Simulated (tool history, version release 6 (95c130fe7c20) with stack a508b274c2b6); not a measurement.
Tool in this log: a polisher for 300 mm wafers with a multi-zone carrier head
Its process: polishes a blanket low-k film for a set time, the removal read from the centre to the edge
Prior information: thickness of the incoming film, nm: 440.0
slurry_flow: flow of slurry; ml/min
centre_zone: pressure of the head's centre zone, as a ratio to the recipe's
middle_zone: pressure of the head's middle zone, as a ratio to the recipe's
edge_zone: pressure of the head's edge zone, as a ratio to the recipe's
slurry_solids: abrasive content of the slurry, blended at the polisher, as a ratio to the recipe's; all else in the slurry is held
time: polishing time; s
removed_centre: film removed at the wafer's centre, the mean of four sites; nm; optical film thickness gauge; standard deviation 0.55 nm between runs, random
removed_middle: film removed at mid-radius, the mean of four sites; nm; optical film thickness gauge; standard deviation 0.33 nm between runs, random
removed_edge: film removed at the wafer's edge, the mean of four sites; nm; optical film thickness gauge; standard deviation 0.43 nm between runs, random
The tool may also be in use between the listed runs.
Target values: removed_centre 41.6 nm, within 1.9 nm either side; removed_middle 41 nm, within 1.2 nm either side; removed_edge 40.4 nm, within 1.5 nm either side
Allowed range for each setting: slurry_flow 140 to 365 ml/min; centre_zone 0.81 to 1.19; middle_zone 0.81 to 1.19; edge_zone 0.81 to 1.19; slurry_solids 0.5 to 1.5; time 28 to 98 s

run,hour,slurry_flow,centre_zone,middle_zone,edge_zone,slurry_solids,time,removed_centre,removed_middle,removed_edge
1,0,235,1,1,1,1,63,31.56,31.226,31.066
2,0.8,235,1.01,1.01,1.01,1.05,63,32.144,32.016,31.784
3,4.6,195,1.01,1.01,1.01,1.05,63,32.097,31.457,31.667
4,11.1,165,1.01,1.01,1.01,1.05,63,30.608,30.977,30.476
5,11.9,165,1.01,1.01,0.96,1.05,63,31.484,30.648,30.237
6,16.5,175,1.02,1.02,0.98,1.1,63,31.174,31.719,30.879
7,19.9,175,1.02,1.02,0.98,1.1,63,32.223,31.058,31.505
8,21,185,1.02,1.04,0.98,1.1,64,32.741,32.569,31.465
9,24.2,190,1.03,1.05,0.99,1.15,64,33.473,33.67,33.101
10,32.1,200,1.04,1.06,1,1.15,64,33.735,34.079,33.258
11,36.4,200,1.04,1.06,1,1.15,64,34.59,34.021,33.048
12,38.7,205,1.04,1.07,1.01,1.2,64,35.342,34.745,32.88
13,42.3,200,1.03,1.06,1.01,1.25,65,36.505,36.035,34.942
14,43.2,205,1.03,1.06,1.02,1.25,65,36.091,35.253,34.782
15,44.4,210,1.03,1.07,1.03,1.3,65,36.201,36.473,35.773
16,52,215,1.04,1.07,1.04,1.3,65,37.946,36.297,35.865
17,60.2,215,1.04,1.07,1.04,1.3,65,36.793,36.476,36.675
18,69.2,220,1.05,1.08,1.04,1.3,65,38.735,36.674,35.636
19,73.5,225,1.05,1.08,1.05,1.3,65,38.805,36.963,35.649
20,77.1,230,1.05,1.08,1.05,1.3,65,37.56,37.056,35.584
21,85.7,235,1.04,1.08,1.05,1.4,66,39.175,38.546,38.284

5 next moves are on the table. One of them brings every result within its allowed miss. Which?
A,94.3,200,0.97,0.88,1.14,1.3,73,?,?,?
B,94.3,235,0.83,0.81,1.15,1.5,70,?,?,?
C,94.3,225,1.06,1.1,1.16,1.15,74,?,?,?
D,94.3,220,1.02,1.19,1.01,1.5,64,?,?,?
E,94.3,255,1.02,1.19,0.98,1.4,68,?,?,?

move,removed_centre,removed_middle,removed_edge
A,37.833,36.342,40.632
B,33.313,35.577,41.765
C,40.738,41.141,39.946
D,37.252,41.245,35.934
E,39.362,43.5,37.32
A: the biggest miss grows against the last run
B: the biggest miss grows against the last run
C: each result inside its tolerance
D: the furthest-off result lands on target, but another misses its tolerance
E: moves the result that the last run missed by most past its target, out the other side
Correct choice: C, which meets every target
